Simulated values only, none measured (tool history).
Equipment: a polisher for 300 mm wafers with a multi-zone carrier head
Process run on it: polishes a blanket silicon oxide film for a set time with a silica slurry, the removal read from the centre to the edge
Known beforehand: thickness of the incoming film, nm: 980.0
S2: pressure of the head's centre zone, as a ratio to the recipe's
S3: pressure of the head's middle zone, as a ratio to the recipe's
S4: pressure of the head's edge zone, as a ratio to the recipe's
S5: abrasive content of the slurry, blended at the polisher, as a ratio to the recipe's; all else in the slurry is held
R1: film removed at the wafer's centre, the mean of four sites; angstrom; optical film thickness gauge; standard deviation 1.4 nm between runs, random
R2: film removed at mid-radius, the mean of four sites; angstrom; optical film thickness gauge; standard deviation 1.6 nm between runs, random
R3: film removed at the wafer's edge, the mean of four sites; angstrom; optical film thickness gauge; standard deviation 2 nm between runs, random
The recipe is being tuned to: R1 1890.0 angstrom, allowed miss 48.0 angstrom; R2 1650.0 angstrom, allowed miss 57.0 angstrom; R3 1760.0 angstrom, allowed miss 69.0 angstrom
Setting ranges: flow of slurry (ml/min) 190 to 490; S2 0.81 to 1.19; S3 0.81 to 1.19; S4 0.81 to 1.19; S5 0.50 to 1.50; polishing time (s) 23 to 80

{"run": 1, "hour": 0.0, "flow of slurry (ml/min)": 315, "S2": 1.0, "S3": 1.0, "S4": 1.0, "S5": 1.0, "polishing time (s)": 51, "R1": 1546.9, "R2": 1586.9, "R3": 1540.5}
{"run": 2, "hour": 2.5, "flow of slurry (ml/min)": 315, "S2": 1.0, "S3": 1.0, "S4": 0.97, "S5": 1.0, "polishing time (s)": 51, "R1": 1554.0, "R2": 1555.2, "R3": 1542.7}
{"run": 3, "hour": 6.1, "flow of slurry (ml/min)": 315, "S2": 1.09, "S3": 1.0, "S4": 0.97, "S5": 1.0, "polishing time (s)": 51, "R1": 1671.2, "R2": 1563.9, "R3": 1538.3}
{"run": 4, "hour": 8.5, "flow of slurry (ml/min)": 320, "S2": 1.1, "S3": 0.99, "S4": 1.0, "S5": 1.05, "polishing time (s)": 51, "R1": 1728.9, "R2": 1582.5, "R3": 1621.2}
{"run": 5, "hour": 14.0, "flow of slurry (ml/min)": 330, "S2": 1.11, "S3": 0.99, "S4": 1.01, "S5": 1.05, "polishing time (s)": 51, "R1": 1777.1, "R2": 1564.8, "R3": 1632.8}
{"run": 6, "hour": 21.0, "flow of slurry (ml/min)": 330, "S2": 1.11, "S3": 0.99, "S4": 1.01, "S5": 1.05, "polishing time (s)": 40, "R1": 1392.1, "R2": 1250.3, "R3": 1272.0}
{"run": 7, "hour": 23.3, "flow of slurry (ml/min)": 335, "S2": 1.12, "S3": 1.0, "S4": 1.04, "S5": 1.15, "polishing time (s)": 40, "R1": 1475.2, "R2": 1327.5, "R3": 1367.7}
{"run": 8, "hour": 25.6, "flow of slurry (ml/min)": 345, "S2": 1.13, "S3": 1.01, "S4": 1.06, "S5": 1.2, "polishing time (s)": 40, "R1": 1511.0, "R2": 1371.4, "R3": 1394.9}
{"run": 9, "hour": 31.9, "flow of slurry (ml/min)": 345, "S2": 1.14, "S3": 1.01, "S4": 1.08, "S5": 1.25, "polishing time (s)": 41, "R1": 1613.1, "R2": 1434.8, "R3": 1446.0}
{"run": 10, "hour": 40.8, "flow of slurry (ml/min)": 345, "S2": 1.13, "S3": 1.0, "S4": 1.09, "S5": 1.3, "polishing time (s)": 42, "R1": 1652.4, "R2": 1471.9, "R3": 1557.1}
{"run": 11, "hour": 48.8, "flow of slurry (ml/min)": 345, "S2": 1.14, "S3": 1.0, "S4": 1.1, "S5": 1.35, "polishing time (s)": 42, "R1": 1704.9, "R2": 1503.8, "R3": 1554.4}
{"run": 12, "hour": 53.8, "flow of slurry (ml/min)": 350, "S2": 1.14, "S3": 1.0, "S4": 1.12, "S5": 1.4, "polishing time (s)": 42, "R1": 1719.7, "R2": 1540.8, "R3": 1571.3}
{"run": 13, "hour": 57.9, "flow of slurry (ml/min)": 350, "S2": 1.14, "S3": 0.99, "S4": 1.13, "S5": 1.4, "polishing time (s)": 43, "R1": 1743.9, "R2": 1513.1, "R3": 1668.5}
{"run": 14, "hour": 65.8, "flow of slurry (ml/min)": 355, "S2": 1.15, "S3": 1.0, "S4": 1.14, "S5": 1.4, "polishing time (s)": 43, "R1": 1768.6, "R2": 1562.9, "R3": 1640.0}
{"run": 15, "hour": 67.5, "flow of slurry (ml/min)": 355, "S2": 1.15, "S3": 1.0, "S4": 1.15, "S5": 1.4, "polishing time (s)": 43, "R1": 1769.5, "R2": 1559.9, "R3": 1686.4}
{"run": 16, "hour": 70.7, "flow of slurry (ml/min)": 360, "S2": 1.16, "S3": 1.0, "S4": 1.16, "S5": 1.4, "polishing time (s)": 43, "R1": 1781.4, "R2": 1540.7, "R3": 1677.7}
{"run": 17, "hour": 75.7, "flow of slurry (ml/min)": 360, "S2": 1.16, "S3": 1.0, "S4": 1.17, "S5": 1.4, "polishing time (s)": 43, "R1": 1795.7, "R2": 1546.6, "R3": 1695.7}
{"run": 18, "hour": 81.3, "flow of slurry (ml/min)": 365, "S2": 1.16, "S3": 1.0, "S4": 1.17, "S5": 1.4, "polishing time (s)": 43, "R1": 1789.9, "R2": 1540.7, "R3": 1691.7}

Of the 5 settings listed for the next run, only one would bring every result within its allowed miss of target. Which one?
{"run": "A", "hour": 86.9, "flow of slurry (ml/min)": 430, "S2": 1.13, "S3": 1.18, "S4": 1.05, "S5": 1.5, "polishing time (s)": 42, "R1": "?", "R2": "?", "R3": "?"}
{"run": "B", "hour": 86.9, "flow of slurry (ml/min)": 340, "S2": 1.1, "S3": 1.12, "S4": 1.18, "S5": 1.45, "polishing time (s)": 44, "R1": "?", "R2": "?", "R3": "?"}
{"run": "C", "hour": 86.9, "flow of slurry (ml/min)": 370, "S2": 1.14, "S3": 1.19, "S4": 1.09, "S5": 1.5, "polishing time (s)": 41, "R1": "?", "R2": "?", "R3": "?"}
{"run": "D", "hour": 86.9, "flow of slurry (ml/min)": 350, "S2": 1.17, "S3": 1.02, "S4": 1.19, "S5": 1.5, "polishing time (s)": 44, "R1": "?", "R2": "?", "R3": "?"}
{"run": "E", "hour": 86.9, "flow of slurry (ml/min)": 395, "S2": 1.14, "S3": 1.09, "S4": 1.16, "S5": 1.45, "polishing time (s)": 45, "R1": "?", "R2": "?", "R3": "?"}

move=A R1=1772.3 R2=1777.3 R3=1580.7
move=B R1=1752.6 R2=1738.7 R3=1708.4
move=C R1=1727.4 R2=1729.5 R3=1558.5
move=D R1=1893.0 R2=1645.6 R3=1743.3
move=E R1=1878.4 R2=1759.4 R3=1746.7
A: its largest miss is bigger than the last run's
B: its largest miss is bigger than the last run's
C: its largest miss is bigger than the last run's
D: every result lands within tolerance
E: the furthest-off result lands on target, but another misses its tolerance
Correct choice: D, which meets every target
